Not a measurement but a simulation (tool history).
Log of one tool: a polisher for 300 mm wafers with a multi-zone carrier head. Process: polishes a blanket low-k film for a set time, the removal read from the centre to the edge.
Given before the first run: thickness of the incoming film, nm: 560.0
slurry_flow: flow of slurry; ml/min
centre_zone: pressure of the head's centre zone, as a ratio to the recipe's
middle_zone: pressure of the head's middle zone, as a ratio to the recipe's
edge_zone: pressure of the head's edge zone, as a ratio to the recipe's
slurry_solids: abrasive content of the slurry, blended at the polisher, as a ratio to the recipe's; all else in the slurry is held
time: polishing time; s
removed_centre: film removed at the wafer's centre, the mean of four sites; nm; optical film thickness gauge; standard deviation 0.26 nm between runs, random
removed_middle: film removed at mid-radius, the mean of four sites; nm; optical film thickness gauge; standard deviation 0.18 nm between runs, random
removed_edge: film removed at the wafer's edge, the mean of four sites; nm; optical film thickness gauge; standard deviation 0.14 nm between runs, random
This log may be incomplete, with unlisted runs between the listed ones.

run	hour	slurry_flow	centre_zone	middle_zone	edge_zone	slurry_solids	time	removed_centre	removed_middle	removed_edge
1	0	175	1	1	1	1	76	24.793	23.571	23.796
2	4.8	175	1	0.97	1	1	76	25.163	22.549	23.997
3	7.3	170	1.02	0.96	0.98	1	76	24.959	23.208	23.42
4	16.3	180	1.05	0.93	0.99	0.95	76	25.883	22.261	23.407
5	24.9	180	1.06	0.91	0.98	0.95	76	25.964	21.841	23.394
6	32.3	180	1.06	0.95	0.98	0.95	76	25.435	22.659	23.345
7	38.9	180	1.08	0.92	0.97	0.95	76	25.789	21.676	23.38
8	44.9	185	1.11	0.91	0.94	0.95	76	27.314	21.867	23.476

For run 9, what comes out?
9	46.5	180	1.11	0.9	0.93	0.95	76	?	?	?

removed_centre: 27.131 nm
removed_middle: 21.748 nm
removed_edge: 22.919 nm
